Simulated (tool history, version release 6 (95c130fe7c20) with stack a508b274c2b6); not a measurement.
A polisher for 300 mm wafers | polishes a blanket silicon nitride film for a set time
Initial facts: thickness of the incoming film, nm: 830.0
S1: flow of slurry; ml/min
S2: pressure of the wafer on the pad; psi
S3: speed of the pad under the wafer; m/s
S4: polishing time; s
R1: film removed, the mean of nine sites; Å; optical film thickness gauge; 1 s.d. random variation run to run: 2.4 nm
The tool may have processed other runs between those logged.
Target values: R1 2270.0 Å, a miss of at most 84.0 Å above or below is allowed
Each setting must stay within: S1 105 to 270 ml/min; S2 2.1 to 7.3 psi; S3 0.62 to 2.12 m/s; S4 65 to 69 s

run    day   S1   S2    S3  S4      R1
  1  0.000  175  4.7  1.36  65  1554.0
  2  0.117  180  5.3  1.36  65  1740.5
  3  0.475  180  6.3  1.36  65  2109.3
  4  0.525  180  6.4  1.36  65  2149.2
  5  0.592  180  6.4  1.14  65  1842.3
  6  0.679  185  6.7  1.16  65  1977.2
  7  0.712  185  6.9  1.18  65  2052.5
  8  1.000  185  7.0  1.20  65  2124.3
  9  1.062  185  7.1  1.20  65  2161.7
 10  1.425  185  7.1  1.20  65  2137.5

Exercise: of the 4 proposed moves below, exactly one satisfies all targets within the stated allowed misses. Which move is it?
  A  1.788  180  6.7  1.28  69   ?
  B  1.788  210  6.7  1.18  65   ?
  C  1.788  175  6.8  1.08  65   ?
  D  1.788  215  6.1  1.34  65   ?

move      R1
   A  2253.2
   B  2031.5
   C  1872.0
   D  2058.0
A: all results in spec
B: its largest miss is bigger than the last run's
C: its largest miss is bigger than the last run's
D: its largest miss is bigger than the last run's
The move that meets every target is A.
